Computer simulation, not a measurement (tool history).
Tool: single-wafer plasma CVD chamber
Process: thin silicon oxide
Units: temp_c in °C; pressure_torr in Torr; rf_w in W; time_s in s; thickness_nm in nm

run,hour,temp_c,pressure_torr,rf_w,time_s,thickness_nm
1,0,405,0.589,340,3.94,5.6638
2,8.8,405,0.581,340,3.94,5.5715
3,12.8,405,0.574,340,3.94,5.5469
4,16.4,405,0.574,365,3.94,5.6844
5,17.7,405,0.565,365,3.94,5.6073
6,22.4,405,0.565,365,4.07,5.8021

Forecast run 7:
7,24.2,405,0.452,365,4.07,?

{"run 7": {"thickness_nm": 4.6085}}

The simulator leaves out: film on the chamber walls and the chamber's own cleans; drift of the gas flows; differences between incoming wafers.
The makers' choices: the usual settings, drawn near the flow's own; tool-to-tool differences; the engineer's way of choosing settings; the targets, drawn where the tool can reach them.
